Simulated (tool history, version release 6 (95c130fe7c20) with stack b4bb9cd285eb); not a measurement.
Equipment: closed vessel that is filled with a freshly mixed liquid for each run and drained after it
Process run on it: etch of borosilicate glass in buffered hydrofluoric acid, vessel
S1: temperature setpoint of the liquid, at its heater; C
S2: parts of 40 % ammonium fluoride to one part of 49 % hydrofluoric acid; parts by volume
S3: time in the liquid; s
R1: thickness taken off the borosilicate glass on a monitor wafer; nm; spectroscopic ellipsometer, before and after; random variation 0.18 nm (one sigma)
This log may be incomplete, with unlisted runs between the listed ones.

run  hour    S1    S2  S3      R1
  1     0    21  22.5  30  15.736
  2     1    21  22.5  30  15.797
  3   5.6  22.5  22.5  30  16.917
  4  13.7  23.5  22.5  30  18.154
  5    15    24  22.5  30  18.386
  6  20.1  24.5  22.5  30  19.277

Run 7 is up next; what results do you expect?
     23.9  -- hydrofluoric acid flow meter replaced
  7  23.9  24.5  22.5  30   ?

Run 7 came out at R1 18.322 nm.

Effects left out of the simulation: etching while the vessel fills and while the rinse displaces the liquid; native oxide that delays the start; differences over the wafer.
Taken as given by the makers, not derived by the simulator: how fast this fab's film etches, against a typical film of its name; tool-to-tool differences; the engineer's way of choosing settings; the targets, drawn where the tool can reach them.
